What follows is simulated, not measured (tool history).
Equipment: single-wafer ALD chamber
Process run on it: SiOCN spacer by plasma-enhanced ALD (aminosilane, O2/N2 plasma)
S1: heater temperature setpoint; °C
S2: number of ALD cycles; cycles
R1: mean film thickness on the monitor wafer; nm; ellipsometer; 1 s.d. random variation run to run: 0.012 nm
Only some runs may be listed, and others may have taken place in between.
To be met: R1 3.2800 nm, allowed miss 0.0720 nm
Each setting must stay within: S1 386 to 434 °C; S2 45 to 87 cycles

run	hour	S1	S2	R1
1	0.0	410	66	3.8320
2	7.5	410	71	4.1239
3	9.2	410	66	3.8504
4	17.8	410	74	4.2908
5	24.3	410	67	3.9130
6	29.3	412	65	3.7679
7	36.1	424	57	3.1690
8	40.9	423	57	3.1596
9	42.2	422	57	3.1724
10	46.0	421	57	3.1742
11	51.1	420	57	3.1768

Pick the move, out of 4, that brings all results within their allowed miss; only one does.
A	56.2	425	56	?
B	56.2	408	54	?
C	56.2	419	54	?
D	56.2	422	59	?

move	R1
A	3.0820
B	3.1600
C	3.0383
D	3.2834
A: moves away from the targets compared with the last run
B: moves away from the targets compared with the last run
C: moves away from the targets compared with the last run
D: each result inside its tolerance
Go with D: it meets all targets.
